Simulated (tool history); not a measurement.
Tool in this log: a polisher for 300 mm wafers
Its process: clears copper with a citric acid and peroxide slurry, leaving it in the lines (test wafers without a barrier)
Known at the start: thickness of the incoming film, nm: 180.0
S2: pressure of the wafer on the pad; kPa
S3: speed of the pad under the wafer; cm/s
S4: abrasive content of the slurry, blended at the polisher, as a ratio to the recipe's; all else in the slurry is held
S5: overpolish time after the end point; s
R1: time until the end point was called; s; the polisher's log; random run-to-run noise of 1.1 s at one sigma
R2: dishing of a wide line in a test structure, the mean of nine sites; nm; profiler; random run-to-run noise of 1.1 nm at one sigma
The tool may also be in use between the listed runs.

{"run": 1, "hour": 0.0, "flow of slurry (ml/min)": 205, "S2": 18.6, "S3": 114, "S4": 1.0, "S5": 25, "R1": 69.754, "R2": 48.464}
{"run": 2, "hour": 6.2, "flow of slurry (ml/min)": 205, "S2": 19.3, "S3": 114, "S4": 1.0, "S5": 28, "R1": 68.085, "R2": 54.756}
{"run": 3, "hour": 10.4, "flow of slurry (ml/min)": 205, "S2": 19.3, "S3": 90, "S4": 1.0, "S5": 28, "R1": 84.19, "R2": 45.701}
{"run": 4, "hour": 15.0, "flow of slurry (ml/min)": 205, "S2": 19.3, "S3": 106, "S4": 1.0, "S5": 28, "R1": 72.602, "R2": 51.84}
{"run": 5, "hour": 16.8, "flow of slurry (ml/min)": 205, "S2": 20.0, "S3": 106, "S4": 1.0, "S5": 30, "R1": 69.782, "R2": 55.652}
{"run": 6, "hour": 17.6, "flow of slurry (ml/min)": 205, "S2": 20.0, "S3": 106, "S4": 1.1, "S5": 30, "R1": 68.363, "R2": 57.38}
{"run": 7, "hour": 24.8, "flow of slurry (ml/min)": 215, "S2": 22.8, "S3": 104, "S4": 1.25, "S5": 40, "R1": 61.403, "R2": 80.007}

Run 8 is up next; what results do you expect?
{"run": 8, "hour": 30.4, "flow of slurry (ml/min)": 215, "S2": 22.8, "S3": 104, "S4": 1.25, "S5": 41, "R1": "?", "R2": "?"}

Run 8 yielded R1 62.197 s, R2 81.418 nm.
